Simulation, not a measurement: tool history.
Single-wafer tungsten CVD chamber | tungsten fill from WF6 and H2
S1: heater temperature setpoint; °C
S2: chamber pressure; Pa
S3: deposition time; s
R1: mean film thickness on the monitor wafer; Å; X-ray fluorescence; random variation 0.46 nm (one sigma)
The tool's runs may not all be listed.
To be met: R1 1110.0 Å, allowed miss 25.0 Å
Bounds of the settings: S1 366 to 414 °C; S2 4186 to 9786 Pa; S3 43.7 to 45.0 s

run 1 hour=0.0 | S1=390 S2=6986 S3=43.7 | R1=1574.4
run 2 hour=6.8 | S1=385 S2=6946 S3=43.7 | R1=1417.9
run 3 hour=11.8 | S1=382 S2=6919 S3=43.7 | R1=1334.8
run 4 hour=15.3 | S1=382 S2=7653 S3=43.7 | R1=1394.2
run 5 hour=19.3 | S1=382 S2=7653 S3=45.0 | R1=1434.1
run 6 hour=24.1 | S1=382 S2=7653 S3=43.7 | R1=1397.2
run 7 hour=27.3 | S1=379 S2=7626 S3=43.7 | R1=1308.5
run 8 hour=29.2 | S1=377 S2=7613 S3=43.7 | R1=1251.9
run 9 hour=30.8 | S1=375 S2=7599 S3=43.7 | R1=1198.8
run 10 hour=32.9 | S1=374 S2=7586 S3=43.7 | R1=1178.0

Which of these 5 next moves meets every target?
run A hour=35.0 | S1=375 S2=8013 S3=45.0 | R1=?
run B hour=35.0 | S1=369 S2=7386 S3=43.7 | R1=?
run C hour=35.0 | S1=369 S2=7773 S3=43.7 | R1=?
run D hour=35.0 | S1=373 S2=6599 S3=45.0 | R1=?
run E hour=35.0 | S1=373 S2=6173 S3=43.7 | R1=?

move=A R1=1275.9
move=B R1=1049.0
move=C R1=1074.9
move=D R1=1114.0
move=E R1=1046.2
A: further off than the last run
B: takes the result that was furthest off past its target
C: takes the result that was furthest off past its target
D: meets every target
E: takes the result that was furthest off past its target
Move D is the one to make.
